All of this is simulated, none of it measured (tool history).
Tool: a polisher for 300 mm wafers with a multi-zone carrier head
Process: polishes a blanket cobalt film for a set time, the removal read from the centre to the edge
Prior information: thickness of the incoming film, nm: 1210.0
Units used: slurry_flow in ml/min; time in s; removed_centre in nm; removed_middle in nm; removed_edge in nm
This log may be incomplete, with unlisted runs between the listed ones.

run	hour	slurry_flow	centre_zone	middle_zone	edge_zone	time	removed_centre	removed_middle	removed_edge
1	0.0	250	1.00	1.00	1.00	61	330.50	295.08	293.26
2	2.6	245	0.98	1.00	0.99	58	306.30	277.36	274.55
3	6.5	245	0.98	1.00	1.06	58	304.02	270.61	284.80
4	14.6	240	0.96	1.01	1.04	56	280.62	269.76	272.76
5	15.3	240	0.95	1.01	1.02	54	274.58	260.67	259.08
# hour 20.5: centre zone pressure recalibrated
6	20.5	240	0.95	1.01	1.07	54	245.57	258.01	266.11
7	22.9	230	0.85	1.09	0.98	37	149.83	186.15	177.71
8	27.6	235	0.87	1.10	0.99	37	156.09	186.04	175.79
9	35.1	235	0.88	1.10	1.00	38	161.60	192.15	182.83
10	36.1	240	0.89	1.11	1.01	38	161.24	195.68	185.90
11	44.2	245	0.90	1.11	1.01	38	166.54	194.92	184.93

The next listed run, before its measurement:
12	46.3	250	0.91	1.12	1.01	38	?	?	?

Run 12 measured removed_centre 170.95 nm, removed_middle 196.60 nm, removed_edge 181.97 nm.
